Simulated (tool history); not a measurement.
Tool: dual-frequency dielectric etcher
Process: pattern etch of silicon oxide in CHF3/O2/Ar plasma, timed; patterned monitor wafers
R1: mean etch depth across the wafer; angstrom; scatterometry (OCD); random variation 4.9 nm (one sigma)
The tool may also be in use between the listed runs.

run 1 hour=0.0 | source_power_(kW)=0.900 bias_power_(kW)=0.211 etch_time_(s)=546.0 | R1=13997
run 2 hour=5.2 | source_power_(kW)=1.050 bias_power_(kW)=0.211 etch_time_(s)=546.0 | R1=15124
run 3 hour=8.9 | source_power_(kW)=1.180 bias_power_(kW)=0.211 etch_time_(s)=546.0 | R1=15894
run 4 hour=13.8 | source_power_(kW)=1.180 bias_power_(kW)=0.211 etch_time_(s)=571.5 | R1=16674
run 5 hour=21.4 | source_power_(kW)=1.030 bias_power_(kW)=0.188 etch_time_(s)=566.0 | R1=15109
run 6 hour=22.3 | source_power_(kW)=0.920 bias_power_(kW)=0.188 etch_time_(s)=566.0 | R1=14288
run 7 hour=27.5 | source_power_(kW)=0.740 bias_power_(kW)=0.146 etch_time_(s)=560.0 | R1=12137
run 8 hour=33.6 | source_power_(kW)=0.560 bias_power_(kW)=0.140 etch_time_(s)=559.5 | R1=10245
run 9 hour=35.1 | source_power_(kW)=0.590 bias_power_(kW)=0.141 etch_time_(s)=559.5 | R1=10654
run 10 hour=41.2 | source_power_(kW)=0.610 bias_power_(kW)=0.141 etch_time_(s)=559.5 | R1=10864

The next listed run, before its measurement:
run 11 hour=47.6 | source_power_(kW)=0.620 bias_power_(kW)=0.141 etch_time_(s)=559.5 | R1=?

Run 11 gave R1 10835 angstrom.
